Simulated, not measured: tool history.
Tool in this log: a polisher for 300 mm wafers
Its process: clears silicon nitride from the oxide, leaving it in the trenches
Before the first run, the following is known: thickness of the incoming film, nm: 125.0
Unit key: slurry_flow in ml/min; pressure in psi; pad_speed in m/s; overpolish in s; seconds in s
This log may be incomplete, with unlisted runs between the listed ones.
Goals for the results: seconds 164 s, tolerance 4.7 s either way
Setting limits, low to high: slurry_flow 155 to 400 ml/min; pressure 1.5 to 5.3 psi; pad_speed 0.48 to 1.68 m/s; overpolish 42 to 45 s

Run 1, day 0: slurry_flow 255 ml/min, pressure 3.4 psi, pad_speed 1.08 m/s, overpolish 42 s. Result: seconds 128.72 s.
Run 2, day 0.108: slurry_flow 220 ml/min, pressure 3.4 psi, pad_speed 1.08 m/s, overpolish 42 s. Result: seconds 130.07 s.
Run 3, day 0.483: slurry_flow 265 ml/min, pressure 3.4 psi, pad_speed 1.08 m/s, overpolish 42 s. Result: seconds 127.31 s.
Run 4, day 0.662: slurry_flow 265 ml/min, pressure 3.4 psi, pad_speed 1.08 m/s, overpolish 42 s. Result: seconds 131.23 s.
Run 5, day 0.788: slurry_flow 290 ml/min, pressure 3.4 psi, pad_speed 1.08 m/s, overpolish 42 s. Result: seconds 125.37 s.
Run 6, day 0.958: slurry_flow 290 ml/min, pressure 3.4 psi, pad_speed 1.08 m/s, overpolish 42 s. Result: seconds 127.65 s.
Run 7, day 1.033: slurry_flow 290 ml/min, pressure 3.2 psi, pad_speed 1.08 m/s, overpolish 42 s. Result: seconds 136.23 s.
At day 1.233: worn pad replaced by a new one.
Run 8, day 1.233: slurry_flow 290 ml/min, pressure 3.2 psi, pad_speed 1.08 m/s, overpolish 42 s. Result: seconds 128.25 s.
Run 9, day 1.417: slurry_flow 275 ml/min, pressure 2.2 psi, pad_speed 1.08 m/s, overpolish 42 s. Result: seconds 180.77 s.
Run 10, day 1.725: slurry_flow 280 ml/min, pressure 2.3 psi, pad_speed 1.08 m/s, overpolish 42 s. Result: seconds 172.01 s.
Run 11, day 1.804: slurry_flow 285 ml/min, pressure 2.3 psi, pad_speed 1.08 m/s, overpolish 42 s. Result: seconds 174.09 s.

Pick the move, out of 4, that brings all results within their allowed miss; only one does.
Run A, day 1.883: slurry_flow 295 ml/min, pressure 2 psi, pad_speed 1.24 m/s, overpolish 45 s. Result: seconds ?.
Run B, day 1.883: slurry_flow 350 ml/min, pressure 2.8 psi, pad_speed 0.7 m/s, overpolish 45 s. Result: seconds ?.
Run C, day 1.883: slurry_flow 280 ml/min, pressure 2.4 psi, pad_speed 1.1 m/s, overpolish 44 s. Result: seconds ?.
Run D, day 1.883: slurry_flow 320 ml/min, pressure 2.2 psi, pad_speed 1.08 m/s, overpolish 45 s. Result: seconds ?.

move  seconds
   A   173.39
   B   197.37
   C   162.11
   D   176.71
A: gains on the last run, yet a result remains outside its allowed miss
B: its largest miss is bigger than the last run's
C: every result lands within tolerance
D: its largest miss is bigger than the last run's
The right move is C.
